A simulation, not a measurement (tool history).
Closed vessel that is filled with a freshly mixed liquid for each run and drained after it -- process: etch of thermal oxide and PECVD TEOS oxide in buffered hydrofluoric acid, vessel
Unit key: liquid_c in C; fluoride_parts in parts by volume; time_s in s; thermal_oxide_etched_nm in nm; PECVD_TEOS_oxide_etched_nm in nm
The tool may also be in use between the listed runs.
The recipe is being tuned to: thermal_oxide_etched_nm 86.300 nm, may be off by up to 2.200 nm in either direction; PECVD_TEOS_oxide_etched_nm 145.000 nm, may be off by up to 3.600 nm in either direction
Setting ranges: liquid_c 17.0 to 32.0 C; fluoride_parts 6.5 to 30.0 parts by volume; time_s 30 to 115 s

| run | hour | liquid_c | fluoride_parts | time_s | thermal_oxide_etched_nm | PECVD_TEOS_oxide_etched_nm |
|---|---|---|---|---|---|---|
| 1 | 0.0 | 25.0 | 18.5 | 60 | 36.958 | 62.096 |
| 2 | 1.3 | 25.0 | 18.5 | 70 | 42.977 | 72.626 |
| 3 | 9.6 | 25.0 | 18.5 | 90 | 55.576 | 93.387 |
| 4 | 16.7 | 25.0 | 20.5 | 90 | 51.064 | 85.513 |
| 5 | 18.1 | 26.0 | 20.0 | 90 | 53.881 | 90.247 |
| 6 | 20.4 | 26.0 | 20.0 | 75 | 44.881 | 76.173 |
| 7 | 21.5 | 26.5 | 19.0 | 75 | 49.366 | 81.874 |
| 8 | 28.0 | 27.0 | 18.5 | 75 | 51.382 | 85.965 |
| 9 | 29.6 | 27.5 | 18.0 | 75 | 54.221 | 91.542 |
| 10 | 37.0 | 28.0 | 17.5 | 75 | 56.657 | 96.934 |
| 11 | 45.2 | 28.5 | 17.0 | 75 | 60.538 | 102.030 |
| 12 | 53.1 | 29.0 | 16.5 | 75 | 62.767 | 108.070 |
| 13 | 57.8 | 31.0 | 12.0 | 75 | 96.655 | 164.610 |
| 14 | 63.7 | 29.5 | 12.0 | 75 | 89.619 | 151.680 |

Which of these 5 next moves meets every target?
| A | 69.6 | 30.0 | 15.5 | 85 | ? | ? |
| B | 69.6 | 27.5 | 11.0 | 70 | ? | ? |
| C | 69.6 | 27.5 | 9.5 | 65 | ? | ? |
| D | 69.6 | 25.5 | 13.0 | 90 | ? | ? |
| E | 69.6 | 29.5 | 18.5 | 105 | ? | ? |

| move | thermal_oxide_etched_nm | PECVD_TEOS_oxide_etched_nm |
|---|---|---|
| A | 81.634 | 136.470 |
| B | 82.357 | 137.680 |
| C | 86.654 | 144.870 |
| D | 80.791 | 135.060 |
| E | 82.555 | 138.010 |
A: takes the result that was furthest off past its target
B: takes the result that was furthest off past its target
C: all results in spec
D: takes the result that was furthest off past its target
E: takes the result that was furthest off past its target
Correct choice: C, which meets every target

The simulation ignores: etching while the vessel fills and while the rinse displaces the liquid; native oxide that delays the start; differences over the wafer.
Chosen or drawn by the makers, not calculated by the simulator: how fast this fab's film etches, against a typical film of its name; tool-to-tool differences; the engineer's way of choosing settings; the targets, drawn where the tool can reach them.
